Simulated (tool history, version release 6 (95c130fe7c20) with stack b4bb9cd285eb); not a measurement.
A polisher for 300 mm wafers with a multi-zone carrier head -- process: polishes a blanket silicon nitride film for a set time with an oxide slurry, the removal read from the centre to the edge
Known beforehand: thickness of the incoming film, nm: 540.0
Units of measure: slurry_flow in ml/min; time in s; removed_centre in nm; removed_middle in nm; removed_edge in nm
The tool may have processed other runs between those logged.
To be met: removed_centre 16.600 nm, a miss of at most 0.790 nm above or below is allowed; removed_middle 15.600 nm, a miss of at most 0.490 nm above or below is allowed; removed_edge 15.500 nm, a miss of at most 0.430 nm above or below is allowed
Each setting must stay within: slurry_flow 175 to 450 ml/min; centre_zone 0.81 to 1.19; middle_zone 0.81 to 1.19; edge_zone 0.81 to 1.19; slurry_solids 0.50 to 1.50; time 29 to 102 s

run    day  slurry_flow  centre_zone  middle_zone  edge_zone  slurry_solids  time  removed_centre  removed_middle  removed_edge
  1  0.000          290         1.00         1.00       1.00           1.00    65          30.321          30.109        30.788
  2  0.029          290         1.00         0.99       0.98           0.95    62          28.436          27.809        28.427
  3  0.229          290         1.00         0.99       0.94           0.95    62          27.961          28.351        27.841
  4  0.446          290         1.00         0.99       0.94           0.80    62          26.852          26.790        26.400
  5  0.788          230         1.00         0.99       0.94           0.80    62          25.131          25.209        25.810
  6  1.062          240         1.00         0.98       0.93           0.75    59          24.225          23.838        23.596
  7  1.312          240         1.00         0.98       0.93           0.75    59          23.606          23.796        23.774
  8  1.596          240         1.00         0.97       0.92           0.70    57          22.606          22.572        22.252
  9  1.888          235         1.00         0.96       0.91           0.70    56          21.421          21.560        21.910
 10  1.967          245         1.01         0.95       0.90           0.70    54          21.904          20.488        21.194
 11  2.188          250         1.01         0.95       0.89           0.70    52          20.779          20.180        20.217
     2.400  -- edge zone pressure recalibrated
 12  2.400          255         1.01         0.94       0.88           0.70    51          20.521          19.278        19.302
 13  2.488          260         1.00         0.93       0.87           0.70    50          20.364          18.889        18.624
 14  2.708          250         0.98         0.92       0.86           0.70    50          19.862          18.837        18.494
 15  2.996          245         0.97         0.91       0.85           0.70    50          19.015          18.547        18.486
 16  3.317          250         0.97         0.90       0.85           0.70    50          19.703          18.188        18.613
 17  3.654          255         0.97         0.90       0.85           0.70    49          19.069          17.935        18.340
 18  3.958          260         0.97         0.90       0.85           0.70    49          19.171          18.248        18.465
 19  4.217          250         0.98         0.90       0.83           0.60    47          17.213          16.252        16.513

Which of these 5 next moves meets every target?
  A  4.475          390         0.97         0.89       0.81           0.65    42               ?               ?             ?
  B  4.475          290         1.05         0.96       0.81           0.85    39               ?               ?             ?
  C  4.475          310         0.94         0.91       0.90           0.55    49               ?               ?             ?
  D  4.475          305         0.97         0.98       0.81           0.60    44               ?               ?             ?
  E  4.475          310         0.97         1.00       0.81           0.80    39               ?               ?             ?

move  removed_centre  removed_middle  removed_edge
   A          16.754          15.510        15.506
   B          18.153          16.556        15.632
   C          17.323          16.893        17.277
   D          16.599          16.680        15.448
   E          16.508          16.867        15.348
A: in spec on every target
B: brings the last run's worst result on target, with another outside its allowed miss
C: moves away from the targets compared with the last run
D: brings the last run's worst result on target, with another outside its allowed miss
E: brings the last run's worst result on target, with another outside its allowed miss
A meets every target.
